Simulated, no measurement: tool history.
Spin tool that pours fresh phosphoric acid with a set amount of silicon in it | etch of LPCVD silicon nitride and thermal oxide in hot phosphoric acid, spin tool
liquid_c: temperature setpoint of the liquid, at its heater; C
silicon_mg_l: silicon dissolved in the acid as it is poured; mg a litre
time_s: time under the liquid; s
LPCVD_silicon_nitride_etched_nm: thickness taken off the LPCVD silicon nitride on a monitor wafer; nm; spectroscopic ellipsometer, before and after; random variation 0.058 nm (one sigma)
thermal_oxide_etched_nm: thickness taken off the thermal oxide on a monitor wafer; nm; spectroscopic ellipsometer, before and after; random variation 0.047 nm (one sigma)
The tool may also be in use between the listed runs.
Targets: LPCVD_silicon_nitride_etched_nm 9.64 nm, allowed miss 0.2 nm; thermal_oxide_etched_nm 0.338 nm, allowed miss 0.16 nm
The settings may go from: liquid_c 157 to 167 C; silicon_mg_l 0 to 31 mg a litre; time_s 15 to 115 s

run,hour,liquid_c,silicon_mg_l,time_s,LPCVD_silicon_nitride_etched_nm,thermal_oxide_etched_nm
1,0,162,13.5,60,5.629,0.13266
2,9,163.5,11,70,6.8763,0.20876
3,14.4,163.5,11,50,4.9119,0.14125
4,21.2,163.5,16,50,4.8616,0.11595
5,22,163.5,16,35,3.3889,0.094136
6,30.6,163.5,12,35,3.4355,0.08507
7,37.9,166,19.5,65,6.8377,0.18743
8,44.6,166,19.5,65,6.9133,0.18567
9,45.5,166.5,17.5,70,7.5599,0.27876
10,53,166.5,18.5,75,8.228,0.25613
11,54.6,166.5,18,80,8.6764,0.21996
12,60.7,166.5,15,80,8.6405,0.29015
13,65.1,166.5,15.5,80,8.7005,0.23756
14,67.8,166.5,18,80,8.7142,0.24221
15,76.5,166.5,16.5,80,8.5911,0.2552
16,78.4,167,16.5,85,9.3053,0.24886
17,84.7,167,16,85,9.4116,0.28799
18,85.7,167,15,85,9.3195,0.31785
19,89.5,167,14,85,9.3576,0.28302
20,96,167,11,85,9.3229,0.33523
21,99,167,11,85,9.3295,0.38707
22,103.8,167,12,85,9.3599,0.34188
23,107.8,167,12.5,85,9.3628,0.33352
24,109.2,167,13,85,9.3786,0.40415
25,110.6,167,14,85,9.3229,0.27043

Which of these 4 next moves meets every target?
A,112,166,8,90,?,?
B,112,167,0,80,?,?
C,112,167,11,80,?,?
D,112,165.5,19,85,?,?

move,LPCVD_silicon_nitride_etched_nm,thermal_oxide_etched_nm
A,9.5916,0.30457
B,8.8084,0.34044
C,8.8084,0.27235
D,8.9118,0.21252
A: meets every target
B: further off than the last run
C: further off than the last run
D: further off than the last run
The right move is A.

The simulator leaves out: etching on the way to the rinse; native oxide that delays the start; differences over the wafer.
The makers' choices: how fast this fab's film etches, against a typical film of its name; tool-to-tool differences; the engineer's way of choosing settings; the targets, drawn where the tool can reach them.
